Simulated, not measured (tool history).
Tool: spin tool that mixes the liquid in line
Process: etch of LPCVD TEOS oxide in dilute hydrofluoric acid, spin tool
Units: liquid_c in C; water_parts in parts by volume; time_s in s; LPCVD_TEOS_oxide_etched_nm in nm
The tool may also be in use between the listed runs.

Run 1, day 0.000: liquid_c 21.0 C, water_parts 60 parts by volume, time_s 55 s. Result: LPCVD_TEOS_oxide_etched_nm 29.779 nm.
Run 2, day 0.146: liquid_c 22.0 C, water_parts 60 parts by volume, time_s 55 s. Result: LPCVD_TEOS_oxide_etched_nm 31.066 nm.
Run 3, day 0.462: liquid_c 22.0 C, water_parts 60 parts by volume, time_s 60 s. Result: LPCVD_TEOS_oxide_etched_nm 34.307 nm.
Run 4, day 0.792: liquid_c 22.0 C, water_parts 45 parts by volume, time_s 60 s. Result: LPCVD_TEOS_oxide_etched_nm 45.555 nm.
Run 5, day 1.004: liquid_c 22.0 C, water_parts 30 parts by volume, time_s 60 s. Result: LPCVD_TEOS_oxide_etched_nm 69.660 nm.
Run 6, day 1.221: liquid_c 23.5 C, water_parts 30 parts by volume, time_s 60 s. Result: LPCVD_TEOS_oxide_etched_nm 74.933 nm.
Run 7, day 1.496: liquid_c 22.5 C, water_parts 35 parts by volume, time_s 60 s. Result: LPCVD_TEOS_oxide_etched_nm 61.700 nm.
Run 8, day 1.754: liquid_c 21.5 C, water_parts 35 parts by volume, time_s 60 s. Result: LPCVD_TEOS_oxide_etched_nm 58.805 nm.
Run 9, day 1.921: liquid_c 20.5 C, water_parts 35 parts by volume, time_s 60 s. Result: LPCVD_TEOS_oxide_etched_nm 56.660 nm.

Forecast run 10:
Run 10, day 2.088: liquid_c 17.0 C, water_parts 55 parts by volume, time_s 60 s. Result: LPCVD_TEOS_oxide_etched_nm ?.

{"run 10": {"LPCVD_TEOS_oxide_etched_nm": 30.485}}
